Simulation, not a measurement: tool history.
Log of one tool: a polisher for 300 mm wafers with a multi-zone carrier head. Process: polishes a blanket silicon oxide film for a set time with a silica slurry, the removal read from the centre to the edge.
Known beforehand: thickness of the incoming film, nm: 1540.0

run	day	flow of slurry (ml/min)	pressure of the head's centre zone	pressure of the head's middle zone	pressure of the head's edge zone	abrasive content of the slurry	polishing time (s)	film removed at the wafer's centre (angstrom)	film removed at mid-radius (angstrom)	film removed at the wafer's edge (angstrom)
1	0.000	305	1.00	1.00	1.00	1.00	74	1674.4	1696.2	1714.1
2	0.092	305	1.02	1.02	1.02	1.05	74	1775.3	1832.3	1833.6
3	0.433	305	1.02	1.02	0.99	1.05	74	1766.9	1781.5	1760.2
4	0.554	305	0.98	1.02	0.99	1.05	74	1708.5	1818.8	1819.4
5	0.908	310	1.01	1.03	1.02	1.10	74	1783.9	1866.7	1861.5
6	1.162	310	1.03	1.04	1.04	1.15	74	1833.7	1852.0	1889.3
7	1.396	310	1.04	1.06	1.04	1.20	74	1903.7	1953.3	1909.8

Predict the results of run 8:
8	1.750	310	1.05	1.06	1.06	1.25	74	?	?	?

film removed at the wafer's centre (angstrom): 1911.1
film removed at mid-radius (angstrom): 2012.8
film removed at the wafer's edge (angstrom): 1984.6
